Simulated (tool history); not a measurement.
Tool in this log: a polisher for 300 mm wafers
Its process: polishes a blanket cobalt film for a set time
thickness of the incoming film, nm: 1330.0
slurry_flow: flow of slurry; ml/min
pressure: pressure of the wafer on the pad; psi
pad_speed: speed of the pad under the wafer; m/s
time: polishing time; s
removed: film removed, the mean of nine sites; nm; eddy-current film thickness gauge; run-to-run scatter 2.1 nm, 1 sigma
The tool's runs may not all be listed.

{"run": 1, "hour": 0.0, "slurry_flow": 230, "pressure": 2.3, "pad_speed": 1.02, "time": 56, "removed": 380.43}
{"run": 2, "hour": 6.4, "slurry_flow": 225, "pressure": 2.1, "pad_speed": 1.02, "time": 56, "removed": 351.72}
{"run": 3, "hour": 8.7, "slurry_flow": 195, "pressure": 2.1, "pad_speed": 1.02, "time": 56, "removed": 353.1}
{"run": 4, "hour": 11.4, "slurry_flow": 195, "pressure": 2.1, "pad_speed": 1.26, "time": 56, "removed": 426.33}
{"run": 5, "hour": 13.4, "slurry_flow": 195, "pressure": 1.8, "pad_speed": 1.26, "time": 56, "removed": 383.55}
{"run": 6, "hour": 15.7, "slurry_flow": 215, "pressure": 1.8, "pad_speed": 1.26, "time": 56, "removed": 388.35}
{"run": 7, "hour": 21.5, "slurry_flow": 215, "pressure": 1.5, "pad_speed": 1.26, "time": 56, "removed": 338.56}

For run 8, what comes out?
{"run": 8, "hour": 22.0, "slurry_flow": 215, "pressure": 1.4, "pad_speed": 1.26, "time": 56, "removed": "?"}

{"run 8": {"removed": 324.73}}

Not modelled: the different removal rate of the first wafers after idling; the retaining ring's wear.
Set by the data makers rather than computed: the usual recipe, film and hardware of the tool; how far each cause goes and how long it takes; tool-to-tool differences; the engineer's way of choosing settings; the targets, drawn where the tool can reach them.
